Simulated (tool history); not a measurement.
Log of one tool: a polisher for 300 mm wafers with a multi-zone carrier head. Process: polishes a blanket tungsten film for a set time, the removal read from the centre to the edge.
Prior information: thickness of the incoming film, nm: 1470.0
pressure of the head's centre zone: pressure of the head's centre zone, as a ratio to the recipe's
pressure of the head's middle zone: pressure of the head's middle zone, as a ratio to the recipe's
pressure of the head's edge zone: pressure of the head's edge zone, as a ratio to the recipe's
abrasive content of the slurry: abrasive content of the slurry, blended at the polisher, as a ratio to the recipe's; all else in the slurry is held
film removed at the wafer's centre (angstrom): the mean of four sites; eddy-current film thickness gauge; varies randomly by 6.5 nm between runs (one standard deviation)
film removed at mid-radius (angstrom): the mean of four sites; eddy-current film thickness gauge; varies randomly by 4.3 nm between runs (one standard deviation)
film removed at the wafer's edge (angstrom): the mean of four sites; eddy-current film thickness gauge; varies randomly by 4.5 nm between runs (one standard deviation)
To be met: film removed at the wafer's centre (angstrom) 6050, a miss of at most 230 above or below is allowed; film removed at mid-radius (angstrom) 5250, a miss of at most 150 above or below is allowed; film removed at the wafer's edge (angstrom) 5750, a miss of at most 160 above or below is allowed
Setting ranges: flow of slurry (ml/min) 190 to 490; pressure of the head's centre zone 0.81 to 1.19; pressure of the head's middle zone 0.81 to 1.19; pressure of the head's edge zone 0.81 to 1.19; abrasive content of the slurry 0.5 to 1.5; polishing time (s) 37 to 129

run,hour,flow of slurry (ml/min),pressure of the head's centre zone,pressure of the head's middle zone,pressure of the head's edge zone,abrasive content of the slurry,polishing time (s),film removed at the wafer's centre (angstrom),film removed at mid-radius (angstrom),film removed at the wafer's edge (angstrom)
1,0,315,1,1,1,1,83,4607.6,4633.5,4484.2
2,9,315,1,1,1.05,1,83,4614.6,4666.7,4613.5
3,10.1,315,1,1,1.05,1.1,83,4753.4,4719.6,4634.4
4,17.1,370,1,1,1.05,1.1,83,4727.3,4788.7,4790.3
5,25.7,385,1.03,0.99,1.08,1.2,84,5087.8,4846.6,4937.6
6,28.6,385,1.03,1.03,1.08,1.2,84,4916.3,5012.4,4883.9
7,37.7,395,1.04,1.01,1.1,1.25,86,5214.6,5131.8,5041.1
8,40.1,405,1.04,0.98,1.11,1.3,87,5358.2,5100.7,5227.8
# hour 48.6: edge zone pressure recalibrated
9,48.6,425,1.11,0.96,1.19,1.5,88,5819.6,5125.8,5804.8

Consider the 4 candidate settings below. Which is the only one whose results all fall within their allowed miss of target?
A,57.1,455,1.15,0.97,1.18,1.5,82,?,?,?
B,57.1,475,1.15,1.02,1.15,1.35,92,?,?,?
C,57.1,490,1.1,0.94,1.07,1.2,93,?,?,?
D,57.1,410,1.1,1.1,1.11,1.4,85,?,?,?

move,film removed at the wafer's centre (angstrom),film removed at mid-radius (angstrom),film removed at the wafer's edge (angstrom)
A,5624.1,4916.6,5523.5
B,6212.1,5662.6,6012.5
C,5954,5247.8,5766.1
D,5527.4,5564.7,5449.6
A: moves away from the targets compared with the last run
B: the worst result of the last run now meets its target, but another is out of spec
C: each result inside its tolerance
D: moves away from the targets compared with the last run
C is the move that brings every result within its allowed miss.
